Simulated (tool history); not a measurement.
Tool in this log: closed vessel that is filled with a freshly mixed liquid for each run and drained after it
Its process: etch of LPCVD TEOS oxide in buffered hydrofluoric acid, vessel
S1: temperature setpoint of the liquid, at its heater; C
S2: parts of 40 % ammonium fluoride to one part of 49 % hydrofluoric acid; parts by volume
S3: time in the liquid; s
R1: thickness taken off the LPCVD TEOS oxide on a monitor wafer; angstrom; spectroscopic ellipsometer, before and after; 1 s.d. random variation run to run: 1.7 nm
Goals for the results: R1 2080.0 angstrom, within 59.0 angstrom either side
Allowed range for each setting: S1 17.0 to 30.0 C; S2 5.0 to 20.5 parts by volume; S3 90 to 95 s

| run | hour | S1 | S2 | S3 | R1 |
|---|---|---|---|---|---|
| 1 | 0.0 | 22.0 | 12.5 | 90 | 2982.9 |
| 2 | 6.5 | 19.5 | 12.5 | 90 | 2587.0 |
| 3 | 10.5 | 17.0 | 12.5 | 90 | 2226.2 |
| 4 | 16.3 | 17.0 | 14.5 | 90 | 1957.0 |
| 5 | 20.1 | 17.5 | 14.5 | 90 | 2013.7 |
| 6 | 26.5 | 17.5 | 17.5 | 90 | 1658.8 |
| 7 | 29.2 | 19.0 | 17.5 | 90 | 1817.0 |
| 8 | 38.0 | 20.0 | 17.5 | 90 | 1884.5 |
| 9 | 41.1 | 20.5 | 17.5 | 90 | 2002.8 |

Consider the 5 candidate settings below. Which is the only one whose results all fall within their allowed miss of target?
| A | 44.2 | 17.0 | 14.5 | 90 | ? |
| B | 44.2 | 19.5 | 18.0 | 95 | ? |
| C | 44.2 | 19.5 | 16.5 | 95 | ? |
| D | 44.2 | 21.5 | 16.5 | 90 | ? |
| E | 44.2 | 23.0 | 20.5 | 90 | ? |

| move | R1 |
|---|---|
| A | 1935.7 |
| B | 1902.7 |
| C | 2073.3 |
| D | 2196.5 |
| E | 1940.8 |
A: its largest miss is bigger than the last run's
B: its largest miss is bigger than the last run's
C: in spec on every target
D: takes the biggest miss from the last run beyond its target
E: its largest miss is bigger than the last run's
So the answer is move C, the one that meets all the targets.

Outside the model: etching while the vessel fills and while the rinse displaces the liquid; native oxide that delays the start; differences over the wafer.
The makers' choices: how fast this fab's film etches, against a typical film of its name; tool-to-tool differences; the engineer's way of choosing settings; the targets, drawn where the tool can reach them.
